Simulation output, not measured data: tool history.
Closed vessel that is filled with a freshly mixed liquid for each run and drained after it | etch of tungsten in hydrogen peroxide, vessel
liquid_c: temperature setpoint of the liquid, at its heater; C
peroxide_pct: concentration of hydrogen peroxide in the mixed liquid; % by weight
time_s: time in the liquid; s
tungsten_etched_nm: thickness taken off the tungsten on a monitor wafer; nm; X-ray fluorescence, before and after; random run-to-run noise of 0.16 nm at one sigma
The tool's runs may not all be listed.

| run | hour | liquid_c | peroxide_pct | time_s | tungsten_etched_nm |
|---|---|---|---|---|---|
| 1 | 0 | 57 | 20 | 30 | 89.113 |
| 2 | 5.7 | 57 | 24 | 30 | 96.738 |
| 3 | 14.6 | 57 | 24 | 30 | 97.115 |
| 4 | 20.1 | 52 | 22.5 | 30 | 70.079 |
| 5 | 28.5 | 52 | 22.5 | 30 | 69.82 |
|  | 36.6 | peroxide flow meter replaced |
| 6 | 36.6 | 52 | 22.5 | 30 | 72.095 |
| 7 | 39 | 48.5 | 20.5 | 30 | 55.659 |

For run 8, what comes out?
| 8 | 42.8 | 41 | 19 | 30 | ? |

{"run 8": {"tungsten_etched_nm": 33.216}}
